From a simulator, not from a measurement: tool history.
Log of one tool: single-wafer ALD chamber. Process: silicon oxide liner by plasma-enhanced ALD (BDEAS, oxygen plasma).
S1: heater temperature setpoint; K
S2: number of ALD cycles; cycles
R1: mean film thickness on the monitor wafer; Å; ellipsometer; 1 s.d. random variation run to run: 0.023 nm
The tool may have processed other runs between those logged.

run 1 hour=0.0 | S1=583.15 S2=70 | R1=64.117
run 2 hour=2.1 | S1=573.15 S2=70 | R1=65.052
run 3 hour=2.6 | S1=574.15 S2=67 | R1=61.468
run 4 hour=7.5 | S1=565.15 S2=67 | R1=64.361
run 5 hour=12.9 | S1=559.15 S2=67 | R1=65.705
run 6 hour=20.9 | S1=559.15 S2=67 | R1=65.669

Run 7 has not been measured yet. What should we expect?
run 7 hour=21.7 | S1=567.15 S2=66 | R1=?

{"run 7": {"R1": 63.327}}

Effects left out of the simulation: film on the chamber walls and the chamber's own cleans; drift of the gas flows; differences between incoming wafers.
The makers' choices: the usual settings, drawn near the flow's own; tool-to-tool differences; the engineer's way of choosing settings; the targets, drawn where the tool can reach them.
